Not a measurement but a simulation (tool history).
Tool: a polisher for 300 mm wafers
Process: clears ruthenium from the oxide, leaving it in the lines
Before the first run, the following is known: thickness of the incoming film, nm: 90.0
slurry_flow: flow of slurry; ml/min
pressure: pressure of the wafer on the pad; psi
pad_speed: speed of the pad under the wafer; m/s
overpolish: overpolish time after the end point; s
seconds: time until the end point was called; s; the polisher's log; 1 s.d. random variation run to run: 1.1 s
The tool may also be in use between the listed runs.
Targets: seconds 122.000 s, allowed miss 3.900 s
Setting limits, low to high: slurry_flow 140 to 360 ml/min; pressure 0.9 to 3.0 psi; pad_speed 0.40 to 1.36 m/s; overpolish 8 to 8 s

run	hour	slurry_flow	pressure	pad_speed	overpolish	seconds
1	0.0	230	1.9	0.88	8	88.988
2	2.5	255	1.9	0.88	8	87.988
3	9.5	255	1.8	0.88	8	92.515
4	12.7	255	1.8	0.88	8	94.169
5	18.3	255	1.8	1.04	8	78.759
6	23.3	255	2.2	1.04	8	65.027
7	30.3	255	1.9	1.04	8	75.736
8	34.3	255	1.7	1.04	8	82.218
9	41.3	245	1.1	1.02	8	126.030
10	47.9	250	1.1	1.02	8	128.100
11	50.2	255	1.2	1.02	8	116.300
12	54.4	250	1.2	1.02	8	118.040
13	62.1	245	1.2	1.02	8	115.400
14	67.6	245	1.1	1.02	8	126.230
15	71.0	250	1.1	1.02	8	125.360

4 next moves are on the table. One of them brings every result within its allowed miss. Which?
A	74.4	240	1.3	0.92	8	?
B	74.4	290	1.1	0.96	8	?
C	74.4	220	1.2	0.90	8	?
D	74.4	235	1.1	1.00	8	?

move	seconds
A	122.170
B	133.790
C	135.340
D	131.140
A: in spec on every target
B: moves away from the targets compared with the last run
C: moves away from the targets compared with the last run
D: moves away from the targets compared with the last run
The move that meets every target is A.
